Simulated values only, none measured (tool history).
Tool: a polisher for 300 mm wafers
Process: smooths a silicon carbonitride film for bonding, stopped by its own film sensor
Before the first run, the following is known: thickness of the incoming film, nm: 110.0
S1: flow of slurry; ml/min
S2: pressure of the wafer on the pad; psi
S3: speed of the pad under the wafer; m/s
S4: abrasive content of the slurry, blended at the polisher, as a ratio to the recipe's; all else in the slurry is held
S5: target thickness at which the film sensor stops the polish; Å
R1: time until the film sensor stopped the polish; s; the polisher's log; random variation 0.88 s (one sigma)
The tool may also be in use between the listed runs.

run,day,S1,S2,S3,S4,S5,R1
1,0.000,220,2.5,0.82,1.0,780,102.350
2,0.183,220,2.5,0.82,1.0,760,109.780
3,0.296,220,2.5,0.82,1.1,760,104.370
4,0.496,220,2.7,0.82,1.1,760,98.604
5,0.579,220,2.3,0.82,1.1,760,114.550
6,0.762,220,2.6,0.82,1.1,760,100.770

The next listed run, before its measurement:
7,1.075,220,2.8,0.82,1.1,760,?

Run 7 measured R1 93.996 s.

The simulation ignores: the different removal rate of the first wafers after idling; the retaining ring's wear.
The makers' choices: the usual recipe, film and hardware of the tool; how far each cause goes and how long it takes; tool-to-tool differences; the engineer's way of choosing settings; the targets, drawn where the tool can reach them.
